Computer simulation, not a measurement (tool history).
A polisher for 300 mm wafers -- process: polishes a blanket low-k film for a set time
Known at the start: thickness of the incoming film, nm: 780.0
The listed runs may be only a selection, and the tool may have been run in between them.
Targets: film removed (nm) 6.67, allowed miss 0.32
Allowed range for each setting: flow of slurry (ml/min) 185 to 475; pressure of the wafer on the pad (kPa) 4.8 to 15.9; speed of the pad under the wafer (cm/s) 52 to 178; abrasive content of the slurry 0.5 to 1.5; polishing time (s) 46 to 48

| run | hour | flow of slurry (ml/min) | pressure of the wafer on the pad (kPa) | speed of the pad under the wafer (cm/s) | abrasive content of the slurry | polishing time (s) | film removed (nm) |
|---|---|---|---|---|---|---|---|
| 1 | 0 | 305 | 10.3 | 114 | 1 | 46 | 13.852 |
| 2 | 4.6 | 305 | 9 | 114 | 1 | 46 | 12.328 |
| 3 | 8.8 | 305 | 9 | 114 | 1 | 46 | 11.86 |
| 4 | 15.4 | 305 | 8.3 | 112 | 1 | 46 | 11.003 |
| 5 | 20.8 | 305 | 8.3 | 112 | 1 | 48 | 11.161 |
| 6 | 25.1 | 305 | 8.3 | 112 | 1.1 | 48 | 11.779 |
| 7 | 28.3 | 305 | 7.6 | 110 | 1.1 | 48 | 10.73 |
| 8 | 35.2 | 305 | 7.6 | 108 | 1.1 | 48 | 10.549 |
| 9 | 35.9 | 305 | 7.6 | 106 | 1.1 | 48 | 10.269 |
| 10 | 39.1 | 305 | 7.6 | 104 | 1.1 | 48 | 10.16 |
| 11 | 43 | 305 | 7.6 | 102 | 1.1 | 48 | 10.317 |
| 12 | 49.8 | 305 | 7.6 | 100 | 1.1 | 48 | 9.9637 |
| 13 | 58.5 | 305 | 7.6 | 98 | 1.1 | 48 | 9.6802 |
| 14 | 67.2 | 305 | 6.2 | 92 | 1.1 | 48 | 7.5283 |

Which single option among these 5 for the next run brings every result within its allowed miss of target? Just one does.
| A | 75.9 | 310 | 7.6 | 74 | 1.2 | 46 | ? |
| B | 75.9 | 280 | 6.2 | 92 | 1.05 | 47 | ? |
| C | 75.9 | 325 | 6.2 | 92 | 1.15 | 47 | ? |
| D | 75.9 | 235 | 6.9 | 74 | 1.3 | 48 | ? |
| E | 75.9 | 285 | 7.6 | 60 | 1.35 | 46 | ? |

| move | film removed (nm) |
|---|---|
| A | 7.6108 |
| B | 7.1739 |
| C | 7.5487 |
| D | 7.2433 |
| E | 6.6685 |
A: further off than the last run
B: an improvement on the last run, though not all results are within tolerance
C: no nearer and no further than the last run
D: an improvement on the last run, though not all results are within tolerance
E: hits every target within its allowed miss
Move E is the one to make.

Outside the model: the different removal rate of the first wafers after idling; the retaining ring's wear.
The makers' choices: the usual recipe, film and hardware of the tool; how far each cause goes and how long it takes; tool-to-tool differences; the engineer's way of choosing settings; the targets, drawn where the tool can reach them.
